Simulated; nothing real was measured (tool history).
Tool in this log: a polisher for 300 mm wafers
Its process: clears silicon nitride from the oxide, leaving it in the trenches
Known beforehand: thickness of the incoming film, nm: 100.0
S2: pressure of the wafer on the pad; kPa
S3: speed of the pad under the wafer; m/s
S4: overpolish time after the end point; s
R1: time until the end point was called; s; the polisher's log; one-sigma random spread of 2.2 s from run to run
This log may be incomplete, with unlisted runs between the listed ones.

Run 1, hour 0: flow of slurry (ml/min) 200, S2 23.4 kPa, S3 1.12 m/s, S4 14 s. Result: R1 79.274 s.
Run 2, hour 1.8: flow of slurry (ml/min) 200, S2 23.4 kPa, S3 1.12 m/s, S4 15 s. Result: R1 79.621 s.
Run 3, hour 10.1: flow of slurry (ml/min) 230, S2 23.4 kPa, S3 1.12 m/s, S4 15 s. Result: R1 79.81 s.
Run 4, hour 12.5: flow of slurry (ml/min) 230, S2 20 kPa, S3 0.96 m/s, S4 15 s. Result: R1 104.07 s.
Run 5, hour 13.8: flow of slurry (ml/min) 230, S2 14.5 kPa, S3 0.96 m/s, S4 15 s. Result: R1 143.79 s.
Run 6, hour 14.5: flow of slurry (ml/min) 225, S2 13.1 kPa, S3 0.84 m/s, S4 15 s. Result: R1 181.5 s.
Run 7, hour 21.5: flow of slurry (ml/min) 205, S2 12.4 kPa, S3 0.82 m/s, S4 15 s. Result: R1 194.72 s.
Run 8, hour 26.2: flow of slurry (ml/min) 190, S2 11.7 kPa, S3 0.8 m/s, S4 15 s. Result: R1 212.77 s.
Run 9, hour 30.4: flow of slurry (ml/min) 175, S2 11 kPa, S3 0.8 m/s, S4 15 s. Result: R1 229.18 s.

Run 10, settings as shown, results not yet in. Your forecast:
Run 10, hour 37.6: flow of slurry (ml/min) 165, S2 11 kPa, S3 0.8 m/s, S4 15 s. Result: R1 ?.

Run 10 gave R1 234.36 s.
